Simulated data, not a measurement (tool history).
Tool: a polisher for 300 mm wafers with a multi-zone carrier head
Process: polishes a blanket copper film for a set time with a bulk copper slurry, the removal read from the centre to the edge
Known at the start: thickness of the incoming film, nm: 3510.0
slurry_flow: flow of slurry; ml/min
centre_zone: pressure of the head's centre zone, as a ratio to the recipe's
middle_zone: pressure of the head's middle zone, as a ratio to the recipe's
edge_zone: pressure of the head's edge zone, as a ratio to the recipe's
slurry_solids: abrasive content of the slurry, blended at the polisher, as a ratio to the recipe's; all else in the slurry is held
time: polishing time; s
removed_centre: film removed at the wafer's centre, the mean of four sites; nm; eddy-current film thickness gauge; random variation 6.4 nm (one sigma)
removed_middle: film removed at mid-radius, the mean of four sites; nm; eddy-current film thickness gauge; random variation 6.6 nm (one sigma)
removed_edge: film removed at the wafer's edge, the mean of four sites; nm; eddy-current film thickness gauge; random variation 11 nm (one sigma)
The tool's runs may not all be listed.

| run | hour | slurry_flow | centre_zone | middle_zone | edge_zone | slurry_solids | time | removed_centre | removed_middle | removed_edge |
|---|---|---|---|---|---|---|---|---|---|---|
| 1 | 0.0 | 155 | 1.00 | 1.00 | 1.00 | 1.00 | 80 | 772.95 | 766.89 | 836.28 |
| 2 | 4.2 | 175 | 1.00 | 1.00 | 1.00 | 1.00 | 80 | 772.94 | 765.64 | 835.15 |
| 3 | 10.7 | 175 | 1.00 | 1.00 | 1.00 | 1.15 | 80 | 819.50 | 810.21 | 838.48 |
| 4 | 13.7 | 175 | 0.98 | 0.98 | 0.98 | 1.10 | 79 | 782.99 | 778.08 | 824.94 |
| 5 | 18.9 | 145 | 0.98 | 0.98 | 0.98 | 1.10 | 79 | 737.14 | 744.71 | 809.12 |
| 6 | 21.9 | 145 | 0.98 | 0.98 | 0.98 | 1.10 | 64 | 603.77 | 604.30 | 655.81 |
|  | 28.4 | slurry nozzle cleaned |
| 7 | 28.4 | 145 | 0.98 | 0.98 | 1.00 | 1.10 | 64 | 666.18 | 637.20 | 687.41 |

Forecast run 8:
| 8 | 36.2 | 140 | 0.96 | 0.98 | 1.00 | 1.10 | 65 | ? | ? | ? |

Run 8 gave removed_centre 652.04 nm, removed_middle 653.92 nm, removed_edge 693.85 nm.

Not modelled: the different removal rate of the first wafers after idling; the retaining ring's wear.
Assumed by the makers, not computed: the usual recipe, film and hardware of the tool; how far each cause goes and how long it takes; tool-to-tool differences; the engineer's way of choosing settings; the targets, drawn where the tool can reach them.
